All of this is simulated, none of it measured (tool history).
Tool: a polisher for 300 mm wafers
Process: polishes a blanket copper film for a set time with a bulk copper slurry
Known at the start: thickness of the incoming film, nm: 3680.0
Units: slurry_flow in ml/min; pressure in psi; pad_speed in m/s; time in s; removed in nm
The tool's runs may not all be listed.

run 1 hour=0 | slurry_flow=175 pressure=3.3 pad_speed=0.96 slurry_solids=1 time=21 | removed=196.18
run 2 hour=2.8 | slurry_flow=175 pressure=3.3 pad_speed=1.08 slurry_solids=1 time=21 | removed=219.32
run 3 hour=6.1 | slurry_flow=175 pressure=3.3 pad_speed=1.3 slurry_solids=1 time=21 | removed=267.93
run 4 hour=9.9 | slurry_flow=175 pressure=3.3 pad_speed=1.3 slurry_solids=1.15 time=21 | removed=278.09
run 5 hour=18.5 | slurry_flow=175 pressure=3.3 pad_speed=1.3 slurry_solids=1.15 time=19 | removed=249
-- hour=26.1 slurry nozzle cleaned
run 6 hour=26.1 | slurry_flow=175 pressure=2.8 pad_speed=1.3 slurry_solids=1.15 time=19 | removed=229.86
run 7 hour=27.3 | slurry_flow=175 pressure=2.7 pad_speed=1.28 slurry_solids=1.15 time=19 | removed=219.09
run 8 hour=29.5 | slurry_flow=175 pressure=2.6 pad_speed=1.26 slurry_solids=1.15 time=19 | removed=208.84
run 9 hour=33.2 | slurry_flow=175 pressure=2.5 pad_speed=1.24 slurry_solids=1.15 time=19 | removed=198.26
run 10 hour=33.8 | slurry_flow=175 pressure=2.4 pad_speed=1.24 slurry_solids=1.15 time=19 | removed=191.01
run 11 hour=41.8 | slurry_flow=175 pressure=2.4 pad_speed=1.24 slurry_solids=1.15 time=19 | removed=197.42

Run 12 comes next. What will it give?
run 12 hour=49.6 | slurry_flow=175 pressure=2.3 pad_speed=1.22 slurry_solids=1.15 time=19 | removed=?

removed: 185.75 nm

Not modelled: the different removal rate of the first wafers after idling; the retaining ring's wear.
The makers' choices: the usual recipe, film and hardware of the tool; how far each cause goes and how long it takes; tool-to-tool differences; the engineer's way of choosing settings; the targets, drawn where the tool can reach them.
